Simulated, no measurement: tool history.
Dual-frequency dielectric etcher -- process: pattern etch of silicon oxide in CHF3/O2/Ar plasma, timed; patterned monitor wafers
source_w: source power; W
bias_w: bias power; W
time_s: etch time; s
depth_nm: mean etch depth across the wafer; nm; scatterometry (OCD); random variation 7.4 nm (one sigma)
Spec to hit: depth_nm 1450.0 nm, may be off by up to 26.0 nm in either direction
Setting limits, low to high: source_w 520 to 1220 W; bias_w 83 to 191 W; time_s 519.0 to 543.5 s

{"run": 1, "hour": 0.0, "source_w": 870, "bias_w": 137, "time_s": 519.0, "depth_nm": 1221.3}
{"run": 2, "hour": 5.2, "source_w": 870, "bias_w": 151, "time_s": 519.0, "depth_nm": 1259.6}
{"run": 3, "hour": 8.9, "source_w": 870, "bias_w": 139, "time_s": 519.0, "depth_nm": 1238.4}
{"run": 4, "hour": 12.4, "source_w": 870, "bias_w": 139, "time_s": 519.0, "depth_nm": 1226.4}
{"run": 5, "hour": 17.9, "source_w": 920, "bias_w": 141, "time_s": 519.5, "depth_nm": 1254.2}
{"run": 6, "hour": 21.9, "source_w": 960, "bias_w": 146, "time_s": 520.5, "depth_nm": 1299.8}
{"run": 7, "hour": 23.3, "source_w": 1000, "bias_w": 147, "time_s": 520.5, "depth_nm": 1323.1}
{"run": 8, "hour": 30.5, "source_w": 1030, "bias_w": 148, "time_s": 520.5, "depth_nm": 1341.5}
{"run": 9, "hour": 36.2, "source_w": 1060, "bias_w": 149, "time_s": 520.5, "depth_nm": 1361.5}
{"run": 10, "hour": 37.0, "source_w": 1080, "bias_w": 150, "time_s": 520.5, "depth_nm": 1378.1}
{"run": 11, "hour": 43.8, "source_w": 1100, "bias_w": 151, "time_s": 520.5, "depth_nm": 1397.8}
{"run": 12, "hour": 47.7, "source_w": 1110, "bias_w": 151, "time_s": 520.5, "depth_nm": 1384.1}
{"run": 13, "hour": 54.6, "source_w": 1130, "bias_w": 152, "time_s": 520.5, "depth_nm": 1408.2}
{"run": 14, "hour": 56.7, "source_w": 1140, "bias_w": 152, "time_s": 520.5, "depth_nm": 1416.5}
{"run": 15, "hour": 57.6, "source_w": 1150, "bias_w": 152, "time_s": 520.5, "depth_nm": 1419.1}

5 candidate next runs follow, results not yet known. Just one meets every target within its allowed miss. Identify it.
{"run": "A", "hour": 58.5, "source_w": 1220, "bias_w": 154, "time_s": 540.0, "depth_nm": "?"}
{"run": "B", "hour": 58.5, "source_w": 1210, "bias_w": 158, "time_s": 529.0, "depth_nm": "?"}
{"run": "C", "hour": 58.5, "source_w": 1220, "bias_w": 156, "time_s": 540.5, "depth_nm": "?"}
{"run": "D", "hour": 58.5, "source_w": 1190, "bias_w": 150, "time_s": 543.5, "depth_nm": "?"}
{"run": "E", "hour": 58.5, "source_w": 1220, "bias_w": 134, "time_s": 536.0, "depth_nm": "?"}

move=A depth_nm=1518.1
move=B depth_nm=1492.5
move=C depth_nm=1524.8
move=D depth_nm=1501.6
move=E depth_nm=1452.5
A: the result that was furthest off in the last run now lies on the other side of its target
B: the result that was furthest off in the last run now lies on the other side of its target
C: the result that was furthest off in the last run now lies on the other side of its target
D: the result that was furthest off in the last run now lies on the other side of its target
E: every result within its allowed miss
E is the move that brings every result within its allowed miss.

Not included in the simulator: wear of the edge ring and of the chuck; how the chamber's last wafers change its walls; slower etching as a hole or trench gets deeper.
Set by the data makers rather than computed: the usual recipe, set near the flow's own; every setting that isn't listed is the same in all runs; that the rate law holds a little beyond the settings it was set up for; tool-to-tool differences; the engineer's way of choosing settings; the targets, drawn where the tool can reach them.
